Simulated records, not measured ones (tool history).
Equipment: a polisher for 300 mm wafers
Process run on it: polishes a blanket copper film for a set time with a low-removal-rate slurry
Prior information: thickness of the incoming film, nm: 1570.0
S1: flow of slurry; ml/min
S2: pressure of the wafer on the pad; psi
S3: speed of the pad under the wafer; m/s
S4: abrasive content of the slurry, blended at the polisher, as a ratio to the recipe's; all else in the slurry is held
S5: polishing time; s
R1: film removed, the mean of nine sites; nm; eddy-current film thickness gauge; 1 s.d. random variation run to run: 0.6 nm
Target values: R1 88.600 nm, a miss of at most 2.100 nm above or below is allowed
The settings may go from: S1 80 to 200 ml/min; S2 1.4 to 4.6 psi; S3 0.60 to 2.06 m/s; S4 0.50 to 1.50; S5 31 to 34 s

{"run": 1, "hour": 0.0, "S1": 130, "S2": 3.0, "S3": 1.32, "S4": 1.0, "S5": 34, "R1": 161.67}
{"run": 2, "hour": 2.4, "S1": 125, "S2": 2.8, "S3": 1.32, "S4": 1.0, "S5": 34, "R1": 153.41}
{"run": 3, "hour": 9.9, "S1": 125, "S2": 2.8, "S3": 1.32, "S4": 1.1, "S5": 34, "R1": 155.41}
{"run": 4, "hour": 15.3, "S1": 125, "S2": 2.6, "S3": 1.3, "S4": 1.1, "S5": 34, "R1": 144.31}
{"run": 5, "hour": 17.7, "S1": 125, "S2": 2.5, "S3": 1.28, "S4": 1.1, "S5": 34, "R1": 136.81}
{"run": 6, "hour": 26.3, "S1": 125, "S2": 2.4, "S3": 1.28, "S4": 1.1, "S5": 34, "R1": 130.96}
{"run": 7, "hour": 34.3, "S1": 95, "S2": 1.6, "S3": 1.26, "S4": 1.1, "S5": 34, "R1": 83.445}
{"run": 8, "hour": 39.3, "S1": 95, "S2": 1.6, "S3": 1.26, "S4": 1.1, "S5": 34, "R1": 82.352}
{"run": 9, "hour": 41.8, "S1": 105, "S2": 1.6, "S3": 1.26, "S4": 1.1, "S5": 34, "R1": 84.437}

Consider the 5 candidate settings below. Which is the only one whose results all fall within their allowed miss of target?
{"run": "A", "hour": 44.3, "S1": 110, "S2": 1.5, "S3": 1.24, "S4": 1.05, "S5": 34, "R1": "?"}
{"run": "B", "hour": 44.3, "S1": 135, "S2": 1.5, "S3": 1.3, "S4": 1.0, "S5": 33, "R1": "?"}
{"run": "C", "hour": 44.3, "S1": 105, "S2": 1.7, "S3": 1.2, "S4": 1.1, "S5": 31, "R1": "?"}
{"run": "D", "hour": 44.3, "S1": 95, "S2": 1.6, "S3": 1.42, "S4": 1.0, "S5": 34, "R1": "?"}
{"run": "E", "hour": 44.3, "S1": 90, "S2": 1.8, "S3": 1.16, "S4": 1.1, "S5": 32, "R1": "?"}

move=A R1=78.350
move=B R1=80.913
move=C R1=78.700
move=D R1=87.980
move=E R1=80.698
A: further off than the last run
B: further off than the last run
C: further off than the last run
D: meets every target
E: further off than the last run
So the answer is move D, the one that meets all the targets.
